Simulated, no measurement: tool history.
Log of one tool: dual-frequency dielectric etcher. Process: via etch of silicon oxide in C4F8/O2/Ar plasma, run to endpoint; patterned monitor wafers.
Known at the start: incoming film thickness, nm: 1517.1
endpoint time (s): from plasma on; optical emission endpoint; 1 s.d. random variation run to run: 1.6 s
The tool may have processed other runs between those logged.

run  hour  source power (kW)  bias power (kW)  endpoint time (s)
  1   0.0              1.430            1.748             360.02
  2   7.3              1.210            1.748             380.43
  3   9.5              1.370            1.805             363.60
  4  17.3              1.490            1.853             347.13
  5  22.9              1.490            1.607             367.68
  6  27.1              1.610            1.656             353.62
  7  29.9              1.700            1.692             346.13
  8  34.2              1.770            1.735             339.23
  9  42.9              1.820            1.771             334.68

What does the tool deliver on the next run?
 10  46.0              1.860            1.802                  ?

{"run 10": {"endpoint time (s)": 329.91}}
